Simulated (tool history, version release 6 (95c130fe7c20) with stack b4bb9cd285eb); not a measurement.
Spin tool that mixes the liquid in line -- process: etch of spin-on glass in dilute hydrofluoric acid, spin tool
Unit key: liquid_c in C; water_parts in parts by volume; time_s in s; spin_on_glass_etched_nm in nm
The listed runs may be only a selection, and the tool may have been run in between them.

run	day	liquid_c	water_parts	time_s	spin_on_glass_etched_nm
1	0.000	23.0	180	165	39.196
2	0.296	25.0	175	165	43.753
3	0.633	26.5	170	165	47.419
4	0.658	26.5	215	165	36.054
5	0.975	27.5	200	165	40.739
6	1.267	27.5	200	180	44.725

Run 7 is up next; what results do you expect?
7	1.542	28.5	195	180	?

Run 7 measured spin_on_glass_etched_nm 47.304 nm.
